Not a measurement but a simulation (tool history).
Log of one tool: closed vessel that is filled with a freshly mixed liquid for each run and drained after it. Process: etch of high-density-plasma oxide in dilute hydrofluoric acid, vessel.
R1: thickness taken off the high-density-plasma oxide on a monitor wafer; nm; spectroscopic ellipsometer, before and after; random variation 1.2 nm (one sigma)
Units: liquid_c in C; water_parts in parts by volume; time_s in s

{"run": 1, "day": 0.0, "liquid_c": 20.0, "water_parts": 160, "time_s": 1650, "R1": 53.442}
{"run": 2, "day": 0.258, "liquid_c": 22.0, "water_parts": 130, "time_s": 1650, "R1": 73.268}
{"run": 3, "day": 0.521, "liquid_c": 23.5, "water_parts": 110, "time_s": 1650, "R1": 95.043}
{"run": 4, "day": 0.638, "liquid_c": 23.5, "water_parts": 110, "time_s": 1765, "R1": 100.45}
{"run": 5, "day": 0.933, "liquid_c": 23.5, "water_parts": 150, "time_s": 1765, "R1": 70.913}
{"run": 6, "day": 1.171, "liquid_c": 26.5, "water_parts": 150, "time_s": 1765, "R1": 78.257}
{"run": 7, "day": 1.296, "liquid_c": 27.0, "water_parts": 130, "time_s": 1765, "R1": 95.334}
{"run": 8, "day": 1.404, "liquid_c": 27.0, "water_parts": 130, "time_s": 1765, "R1": 94.958}
{"run": 9, "day": 1.517, "liquid_c": 27.5, "water_parts": 115, "time_s": 1765, "R1": 112.18}
{"run": 10, "day": 1.542, "liquid_c": 27.5, "water_parts": 105, "time_s": 1765, "R1": 124.07}
{"run": 11, "day": 1.862, "liquid_c": 27.5, "water_parts": 95, "time_s": 1765, "R1": 137.63}
{"run": 12, "day": 2.025, "liquid_c": 27.5, "water_parts": 95, "time_s": 1765, "R1": 137.88}
{"run": 13, "day": 2.383, "liquid_c": 27.5, "water_parts": 95, "time_s": 1765, "R1": 138.9}
{"run": 14, "day": 2.7, "liquid_c": 27.5, "water_parts": 90, "time_s": 1765, "R1": 146.28}
{"run": 15, "day": 3.062, "liquid_c": 28.0, "water_parts": 70, "time_s": 1765, "R1": 195.76}
{"run": 16, "day": 3.3, "liquid_c": 27.0, "water_parts": 70, "time_s": 1765, "R1": 190.42}
{"run": 17, "day": 3.583, "liquid_c": 26.0, "water_parts": 70, "time_s": 1765, "R1": 182.1}

The next listed run, before its measurement:
{"run": 18, "day": 3.908, "liquid_c": 25.0, "water_parts": 70, "time_s": 1765, "R1": "?"}

R1: 173.490 nm

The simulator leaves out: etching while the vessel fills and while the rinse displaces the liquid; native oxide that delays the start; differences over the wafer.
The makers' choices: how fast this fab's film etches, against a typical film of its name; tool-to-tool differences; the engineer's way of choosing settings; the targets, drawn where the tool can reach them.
